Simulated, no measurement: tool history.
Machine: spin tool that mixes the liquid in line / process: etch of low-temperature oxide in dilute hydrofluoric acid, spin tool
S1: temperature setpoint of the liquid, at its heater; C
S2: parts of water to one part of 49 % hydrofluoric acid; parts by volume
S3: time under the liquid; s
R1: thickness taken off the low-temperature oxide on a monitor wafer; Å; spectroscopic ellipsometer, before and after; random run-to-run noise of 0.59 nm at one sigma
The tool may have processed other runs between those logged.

run  hour    S1  S2   S3      R1
  1   0.0  21.0  55  145  513.52
  2   4.6  22.0  55  145  531.42
  3   8.3  22.0  55  155  575.14
  4  15.0  24.0  55  155  621.51
  5  20.7  24.0  55  155  621.07
  6  25.8  24.5  55  155  623.69

Run 7, settings as shown, results not yet in. Your forecast:
  7  34.6  25.0  55  155   ?

R1: 644.07 Å

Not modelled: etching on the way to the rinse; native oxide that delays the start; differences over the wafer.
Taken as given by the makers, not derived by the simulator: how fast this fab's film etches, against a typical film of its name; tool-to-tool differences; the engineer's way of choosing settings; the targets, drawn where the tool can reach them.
